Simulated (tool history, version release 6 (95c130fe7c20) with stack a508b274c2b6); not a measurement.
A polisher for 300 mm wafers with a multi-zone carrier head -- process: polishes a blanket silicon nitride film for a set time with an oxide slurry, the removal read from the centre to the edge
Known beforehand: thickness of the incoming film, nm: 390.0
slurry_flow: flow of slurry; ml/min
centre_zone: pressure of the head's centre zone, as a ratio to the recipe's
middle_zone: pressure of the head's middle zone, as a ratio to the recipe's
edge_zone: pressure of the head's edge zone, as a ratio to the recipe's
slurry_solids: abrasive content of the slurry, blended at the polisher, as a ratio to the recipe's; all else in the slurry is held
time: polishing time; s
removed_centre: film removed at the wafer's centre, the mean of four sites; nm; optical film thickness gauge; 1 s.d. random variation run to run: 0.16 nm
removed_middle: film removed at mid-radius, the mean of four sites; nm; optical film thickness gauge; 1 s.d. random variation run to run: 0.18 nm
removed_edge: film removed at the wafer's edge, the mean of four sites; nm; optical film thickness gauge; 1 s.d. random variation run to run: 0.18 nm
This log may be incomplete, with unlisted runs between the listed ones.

run 1 hour=0.0 | slurry_flow=170 centre_zone=1.00 middle_zone=1.00 edge_zone=1.00 slurry_solids=1.00 time=37 | removed_centre=18.535 removed_middle=18.717 removed_edge=18.551
run 2 hour=7.1 | slurry_flow=170 centre_zone=1.00 middle_zone=1.04 edge_zone=1.00 slurry_solids=1.00 time=37 | removed_centre=18.321 removed_middle=19.138 removed_edge=18.709
run 3 hour=12.0 | slurry_flow=170 centre_zone=0.93 middle_zone=1.04 edge_zone=1.00 slurry_solids=1.00 time=37 | removed_centre=17.699 removed_middle=19.155 removed_edge=18.396
run 4 hour=20.5 | slurry_flow=170 centre_zone=0.93 middle_zone=1.04 edge_zone=1.00 slurry_solids=1.00 time=33 | removed_centre=15.563 removed_middle=16.938 removed_edge=16.439
run 5 hour=23.8 | slurry_flow=180 centre_zone=0.97 middle_zone=1.03 edge_zone=1.01 slurry_solids=1.05 time=33 | removed_centre=16.585 removed_middle=17.511 removed_edge=17.240
run 6 hour=30.8 | slurry_flow=190 centre_zone=1.01 middle_zone=1.02 edge_zone=1.01 slurry_solids=1.10 time=33 | removed_centre=17.626 removed_middle=17.495 removed_edge=17.472
run 7 hour=32.3 | slurry_flow=190 centre_zone=1.01 middle_zone=1.02 edge_zone=1.01 slurry_solids=1.10 time=33 | removed_centre=17.315 removed_middle=17.272 removed_edge=17.334
run 8 hour=34.5 | slurry_flow=195 centre_zone=1.04 middle_zone=1.03 edge_zone=1.02 slurry_solids=1.15 time=33 | removed_centre=18.087 removed_middle=17.670 removed_edge=17.628
run 9 hour=42.8 | slurry_flow=240 centre_zone=1.14 middle_zone=1.03 edge_zone=1.12 slurry_solids=1.40 time=33 | removed_centre=21.073 removed_middle=19.514 removed_edge=20.438
run 10 hour=47.8 | slurry_flow=250 centre_zone=1.19 middle_zone=1.01 edge_zone=1.09 slurry_solids=1.50 time=33 | removed_centre=22.954 removed_middle=19.815 removed_edge=20.232

Run 11 comes next. What will it give?
run 11 hour=52.9 | slurry_flow=250 centre_zone=1.19 middle_zone=1.01 edge_zone=1.10 slurry_solids=1.50 time=33 | removed_centre=? removed_middle=? removed_edge=?

{"run 11": {"removed_centre": 22.503, "removed_middle": 19.321, "removed_edge": 20.297}}
